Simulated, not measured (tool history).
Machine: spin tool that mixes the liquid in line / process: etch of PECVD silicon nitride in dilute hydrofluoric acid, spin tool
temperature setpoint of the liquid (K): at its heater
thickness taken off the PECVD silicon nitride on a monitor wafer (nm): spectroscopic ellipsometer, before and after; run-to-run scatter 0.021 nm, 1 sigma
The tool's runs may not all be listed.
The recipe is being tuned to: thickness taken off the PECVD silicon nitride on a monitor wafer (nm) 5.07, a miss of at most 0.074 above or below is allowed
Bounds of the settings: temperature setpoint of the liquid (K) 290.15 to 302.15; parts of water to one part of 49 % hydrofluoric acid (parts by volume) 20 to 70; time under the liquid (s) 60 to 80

run,day,temperature setpoint of the liquid (K),parts of water to one part of 49 % hydrofluoric acid (parts by volume),time under the liquid (s),thickness taken off the PECVD silicon nitride on a monitor wafer (nm)
1,0,294.15,40,80,9.131
2,0.346,294.15,45,80,8.0871
3,0.408,294.15,40,80,9.0213
4,0.458,293.15,45,80,7.6236
5,0.792,293.15,45,80,7.5454
# day 1.038: thermometer replaced
6,1.038,295.65,45,80,7.8654
7,1.258,295.65,45,80,7.8271
8,1.438,294.65,50,80,6.5865
9,1.5,293.65,50,80,6.1549
10,1.588,293.15,50,80,5.9623
11,1.646,292.65,50,80,5.7179
12,1.821,292.15,50,80,5.5322
13,2.192,291.65,50,80,5.3411

4 candidate next runs follow, results not yet known. Just one meets every target within its allowed miss. Identify it.
A,2.562,290.15,40,70,?
B,2.562,292.65,45,70,?
C,2.562,294.15,55,70,?
D,2.562,293.65,55,70,?

move,thickness taken off the PECVD silicon nitride on a monitor wafer (nm)
A,5.209
B,5.5452
C,5.062
D,4.8905
A: closes in on the targets versus the last run, not all within tolerance yet
B: moves away from the targets compared with the last run
C: every result lands within tolerance
D: moves the result that the last run missed by most past its target, out the other side
Move C is the one to make.
